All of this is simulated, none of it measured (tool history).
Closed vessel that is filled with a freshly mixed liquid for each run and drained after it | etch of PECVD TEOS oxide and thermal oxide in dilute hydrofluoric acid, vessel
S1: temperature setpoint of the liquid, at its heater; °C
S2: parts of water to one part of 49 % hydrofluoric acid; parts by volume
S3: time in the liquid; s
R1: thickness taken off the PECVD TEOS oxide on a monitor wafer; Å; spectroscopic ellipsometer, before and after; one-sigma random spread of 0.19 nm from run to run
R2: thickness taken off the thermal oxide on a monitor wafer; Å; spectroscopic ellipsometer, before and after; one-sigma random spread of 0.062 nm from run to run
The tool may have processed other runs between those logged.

run	hour	S1	S2	S3	R1	R2
1	0	20	120	200	181.92	62.8
2	8.6	20	120	135	123.3	42.289
3	11	21.5	110	135	143.25	49.941
4	19.2	24	110	135	157.88	54.277
5	26.9	25	105	135	171.89	59.558
6	34.1	25.5	100	135	187	64.301
7	38.8	26	95	135	203.15	70.223
8	40.2	26.5	95	135	207.55	70.829
9	42.2	27	95	135	213.92	72.669

The next listed run, before its measurement:
10	43.3	27.5	90	135	?	?

{"run 10": {"R1": 227.5, "R2": 80.021}}

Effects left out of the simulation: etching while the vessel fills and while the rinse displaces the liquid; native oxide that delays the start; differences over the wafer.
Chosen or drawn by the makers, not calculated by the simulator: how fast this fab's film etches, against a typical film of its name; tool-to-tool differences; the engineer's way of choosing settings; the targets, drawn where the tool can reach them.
